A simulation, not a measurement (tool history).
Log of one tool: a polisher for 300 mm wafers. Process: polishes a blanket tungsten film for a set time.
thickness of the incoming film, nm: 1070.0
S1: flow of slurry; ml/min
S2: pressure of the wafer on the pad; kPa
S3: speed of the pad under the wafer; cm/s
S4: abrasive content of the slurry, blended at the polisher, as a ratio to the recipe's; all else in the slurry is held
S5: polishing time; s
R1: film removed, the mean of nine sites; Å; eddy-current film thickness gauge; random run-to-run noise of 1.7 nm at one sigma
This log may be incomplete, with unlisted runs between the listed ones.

run	hour	S1	S2	S3	S4	S5	R1
1	0.0	260	15.9	134	1.0	79	2613.6
2	1.6	260	15.9	134	1.0	79	2631.7
3	4.0	260	13.8	134	1.0	79	2316.8
4	8.0	260	15.9	134	1.0	79	2604.2
5	9.3	260	15.9	134	1.0	83	2807.3
6	13.7	260	13.8	134	1.0	83	2442.3
7	19.1	255	9.7	132	1.0	83	1666.4
8	22.5	265	9.7	132	1.0	83	1738.7
9	26.6	275	9.7	132	1.0	83	1720.5

The next listed run, before its measurement:
10	27.3	280	9.7	132	1.0	83	?

{"run 10": {"R1": 1707.6}}

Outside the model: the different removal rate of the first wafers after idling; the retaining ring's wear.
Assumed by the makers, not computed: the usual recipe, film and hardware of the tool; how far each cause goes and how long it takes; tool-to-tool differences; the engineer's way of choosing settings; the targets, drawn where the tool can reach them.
